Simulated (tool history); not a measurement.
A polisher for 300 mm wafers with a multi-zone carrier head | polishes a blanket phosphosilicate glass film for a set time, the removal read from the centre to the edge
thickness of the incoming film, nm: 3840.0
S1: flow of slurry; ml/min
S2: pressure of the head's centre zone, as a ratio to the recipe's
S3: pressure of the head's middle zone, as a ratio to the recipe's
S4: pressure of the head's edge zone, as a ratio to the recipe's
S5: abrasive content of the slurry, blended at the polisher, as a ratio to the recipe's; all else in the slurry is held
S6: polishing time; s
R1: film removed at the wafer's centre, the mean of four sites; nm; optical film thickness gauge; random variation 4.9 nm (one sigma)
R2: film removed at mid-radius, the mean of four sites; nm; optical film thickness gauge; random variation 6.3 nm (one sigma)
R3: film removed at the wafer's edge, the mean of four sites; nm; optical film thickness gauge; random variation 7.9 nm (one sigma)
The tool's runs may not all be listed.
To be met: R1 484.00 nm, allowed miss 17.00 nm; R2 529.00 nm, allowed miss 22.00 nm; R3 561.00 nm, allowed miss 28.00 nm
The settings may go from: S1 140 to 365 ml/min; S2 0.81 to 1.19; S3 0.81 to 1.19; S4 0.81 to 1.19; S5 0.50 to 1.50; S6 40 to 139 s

| run | day | S1 | S2 | S3 | S4 | S5 | S6 | R1 | R2 | R3 |
|---|---|---|---|---|---|---|---|---|---|---|
| 1 | 0.000 | 235 | 1.00 | 1.00 | 1.00 | 1.00 | 89 | 448.60 | 441.47 | 437.70 |
| 2 | 0.196 | 235 | 1.08 | 1.00 | 1.00 | 1.00 | 89 | 485.08 | 437.87 | 442.77 |
| 3 | 0.317 | 285 | 1.08 | 1.00 | 1.00 | 1.00 | 89 | 493.91 | 451.88 | 444.12 |
| 4 | 0.654 | 285 | 1.04 | 1.00 | 1.00 | 1.00 | 89 | 474.72 | 443.35 | 452.03 |
| 5 | 0.833 | 285 | 1.04 | 1.07 | 1.00 | 1.00 | 89 | 482.33 | 480.36 | 450.65 |
| 6 | 0.983 | 305 | 1.04 | 1.07 | 1.00 | 1.00 | 89 | 486.59 | 486.71 | 449.68 |
| 7 | 1.258 | 305 | 1.02 | 1.06 | 1.02 | 1.05 | 89 | 491.19 | 484.50 | 465.10 |
| 8 | 1.429 | 305 | 1.00 | 1.06 | 1.03 | 1.10 | 89 | 486.96 | 505.68 | 491.31 |
| 9 | 1.604 | 305 | 1.00 | 1.06 | 1.04 | 1.10 | 89 | 487.56 | 488.75 | 482.09 |
| 10 | 1.812 | 305 | 0.99 | 1.06 | 1.05 | 1.15 | 89 | 491.79 | 505.62 | 497.66 |
| 11 | 1.892 | 305 | 0.98 | 1.06 | 1.06 | 1.15 | 89 | 488.03 | 492.59 | 488.89 |

Which of these 4 next moves meets every target?
| A | 1.971 | 320 | 1.07 | 1.09 | 0.98 | 1.05 | 87 | ? | ? | ? |
| B | 1.971 | 325 | 1.03 | 1.00 | 0.98 | 1.15 | 83 | ? | ? | ? |
| C | 1.971 | 270 | 0.96 | 0.97 | 1.19 | 0.90 | 103 | ? | ? | ? |
| D | 1.971 | 280 | 0.85 | 0.98 | 1.11 | 1.10 | 103 | ? | ? | ? |

| move | R1 | R2 | R3 |
|---|---|---|---|
| A | 496.72 | 495.16 | 447.52 |
| B | 476.15 | 456.06 | 443.82 |
| C | 493.34 | 489.94 | 534.08 |
| D | 486.67 | 539.81 | 564.72 |
A: further off than the last run
B: further off than the last run
C: brings the result that was furthest off to its target, and leaves another outside
D: meets every target
The right move is D.
